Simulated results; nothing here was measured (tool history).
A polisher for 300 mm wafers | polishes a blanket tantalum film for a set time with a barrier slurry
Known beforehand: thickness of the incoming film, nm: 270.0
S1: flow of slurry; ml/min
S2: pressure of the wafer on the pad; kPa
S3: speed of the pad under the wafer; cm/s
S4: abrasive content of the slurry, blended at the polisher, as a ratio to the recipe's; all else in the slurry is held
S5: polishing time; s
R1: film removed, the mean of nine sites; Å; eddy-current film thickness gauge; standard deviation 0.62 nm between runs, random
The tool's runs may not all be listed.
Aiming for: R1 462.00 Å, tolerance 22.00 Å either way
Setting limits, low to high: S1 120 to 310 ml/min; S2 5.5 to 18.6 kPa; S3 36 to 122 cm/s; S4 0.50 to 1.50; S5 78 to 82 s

run,day,S1,S2,S3,S4,S5,R1
1,0.000,200,11.7,78,1.00,78,738.21
2,0.071,200,11.0,78,1.00,78,699.97
3,0.250,200,10.3,78,1.00,78,681.27
4,0.417,200,9.7,78,1.00,78,662.58
5,0.521,250,9.7,78,1.00,78,671.90
6,0.562,225,9.7,78,1.00,78,664.69
7,0.788,225,9.0,76,1.00,78,630.22
8,1.142,225,8.3,74,1.00,78,581.16
9,1.504,225,7.6,74,1.00,78,542.32
10,1.854,220,6.2,74,1.00,78,498.44

Below are 5 possible settings for the next run. Only one of them brings all results inside the allowed miss of their targets. Which is it?
A,2.204,245,9.0,70,0.70,82,?
B,2.204,260,6.2,76,0.90,82,?
C,2.204,180,8.3,64,1.00,78,?
D,2.204,230,6.9,72,0.95,78,?
E,2.204,245,5.5,70,1.05,78,?

move,R1
A,555.79
B,532.30
C,508.42
D,513.30
E,468.15
A: misses by more than the last run did
B: misses by more than the last run did
C: misses by more than the last run did
D: misses by more than the last run did
E: each result inside its tolerance
Correct choice: E, which meets every target
